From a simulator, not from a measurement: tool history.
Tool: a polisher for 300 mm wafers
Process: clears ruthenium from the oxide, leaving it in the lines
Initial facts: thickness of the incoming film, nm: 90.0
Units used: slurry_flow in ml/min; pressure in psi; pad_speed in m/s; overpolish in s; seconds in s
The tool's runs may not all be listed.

run	hour	slurry_flow	pressure	pad_speed	overpolish	seconds
1	0.0	170	1.7	0.80	7	142.22
2	5.5	205	1.7	0.80	7	138.09
3	11.4	200	1.6	0.80	7	146.33
4	19.0	195	1.5	0.80	7	152.96
5	26.5	195	1.8	0.80	7	128.77
6	27.1	195	1.8	0.80	6	130.68
7	31.0	190	1.6	0.80	6	144.18
8	39.9	185	1.5	0.80	6	154.62
9	44.3	180	1.4	0.80	6	169.41
10	48.3	170	1.4	0.80	6	169.83

Forecast run 11:
11	55.9	160	1.4	0.80	6	?

{"run 11": {"seconds": 170.73}}
